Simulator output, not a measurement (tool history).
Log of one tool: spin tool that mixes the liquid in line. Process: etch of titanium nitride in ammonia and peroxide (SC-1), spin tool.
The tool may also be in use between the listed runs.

run  hour  temperature setpoint of the liquid (K)  parts of water to one part of 30 % peroxide (parts by volume)  parts of 29 % ammonia solution to one part of 30 % peroxide (parts by volume)  time under the liquid (s)  thickness taken off the titanium nitride on a monitor wafer (nm)
  1   0.0                                  328.15                                                            8.0                                                                           0.45                         80                                                            8.4796
  2   7.1                                  326.65                                                            8.0                                                                           0.45                         80                                                            7.5785
  3  11.7                                  325.65                                                            8.0                                                                           0.45                         80                                                            7.0760
  4  12.7                                  325.65                                                            8.0                                                                           0.45                         80                                                            7.1335
  5  16.4                                  324.65                                                            8.0                                                                           0.45                         80                                                            6.6132
  6  18.1                                  324.65                                                            8.0                                                                           0.55                         80                                                            6.8456
  7  19.7                                  324.65                                                            8.0                                                                           0.55                         80                                                            6.8824

Run 8 comes next. What will it give?
  8  22.3                                  323.65                                                            8.0                                                                           0.55                         80                                                                 ?

thickness taken off the titanium nitride on a monitor wafer (nm): 6.4192
